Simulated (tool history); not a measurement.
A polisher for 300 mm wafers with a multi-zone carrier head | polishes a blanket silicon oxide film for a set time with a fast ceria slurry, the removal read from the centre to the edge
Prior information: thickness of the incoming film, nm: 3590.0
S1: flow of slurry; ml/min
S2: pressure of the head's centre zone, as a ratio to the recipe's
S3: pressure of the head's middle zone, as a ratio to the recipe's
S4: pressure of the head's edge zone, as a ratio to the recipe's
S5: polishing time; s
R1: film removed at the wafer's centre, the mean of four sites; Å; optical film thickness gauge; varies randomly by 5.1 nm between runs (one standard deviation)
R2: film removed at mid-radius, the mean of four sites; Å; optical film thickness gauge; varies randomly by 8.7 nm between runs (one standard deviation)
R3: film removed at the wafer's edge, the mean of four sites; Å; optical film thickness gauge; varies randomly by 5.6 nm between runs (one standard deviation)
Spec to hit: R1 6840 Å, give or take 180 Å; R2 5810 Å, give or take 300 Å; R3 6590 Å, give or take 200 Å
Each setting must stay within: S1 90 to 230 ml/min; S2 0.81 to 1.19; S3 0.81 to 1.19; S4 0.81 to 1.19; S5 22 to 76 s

| run | day | S1 | S2 | S3 | S4 | S5 | R1 | R2 | R3 |
|---|---|---|---|---|---|---|---|---|---|
| 1 | 0 | 150 | 1 | 1 | 1 | 49 | 7850.9 | 7029.7 | 7269.7 |
| 2 | 0.125 | 140 | 0.99 | 0.97 | 0.99 | 49 | 7661.4 | 6855.3 | 7203 |
| 3 | 0.233 | 135 | 0.98 | 0.94 | 0.98 | 48 | 7443.1 | 6312.8 | 6962.9 |
| 4 | 0.404 | 130 | 0.97 | 0.93 | 0.97 | 48 | 7307.1 | 6362.2 | 6800 |
| 5 | 0.446 | 130 | 0.94 | 0.93 | 0.97 | 48 | 6974.8 | 6464 | 6787.3 |
| 6 | 0.488 | 130 | 0.99 | 0.93 | 0.97 | 48 | 7379.4 | 6360.4 | 6958 |
| 7 | 0.592 | 130 | 0.99 | 0.93 | 0.97 | 48 | 7390.5 | 6325.6 | 6920.3 |
| 8 | 0.671 | 100 | 0.96 | 0.88 | 0.94 | 47 | 6468 | 5411.1 | 6237.5 |
| 9 | 0.975 | 105 | 0.96 | 0.88 | 0.95 | 47 | 6509.7 | 5553.6 | 6433.3 |

5 next moves are on the table. One of them brings every result within its allowed miss. Which?
| A | 1.279 | 95 | 1 | 0.89 | 0.95 | 47 | ? | ? | ? |
| B | 1.279 | 110 | 0.93 | 1.01 | 1 | 46 | ? | ? | ? |
| C | 1.279 | 100 | 0.98 | 0.82 | 0.86 | 49 | ? | ? | ? |
| D | 1.279 | 95 | 1.01 | 0.81 | 0.85 | 49 | ? | ? | ? |
| E | 1.279 | 90 | 1 | 0.93 | 0.95 | 50 | ? | ? | ? |

| move | R1 | R2 | R3 |
|---|---|---|---|
| A | 6582.7 | 5386.2 | 6335.4 |
| B | 6351.9 | 6152.4 | 6553.6 |
| C | 6866.6 | 5345.8 | 6391.2 |
| D | 6926.1 | 5197.8 | 6283.3 |
| E | 6841.7 | 5824.6 | 6647.6 |
A: gains on the last run, yet a result remains outside its allowed miss
B: further off than the last run
C: the worst result of the last run now meets its target, but another is out of spec
D: the worst result of the last run now meets its target, but another is out of spec
E: all results land within tolerance of their targets
Move E is the one to make.

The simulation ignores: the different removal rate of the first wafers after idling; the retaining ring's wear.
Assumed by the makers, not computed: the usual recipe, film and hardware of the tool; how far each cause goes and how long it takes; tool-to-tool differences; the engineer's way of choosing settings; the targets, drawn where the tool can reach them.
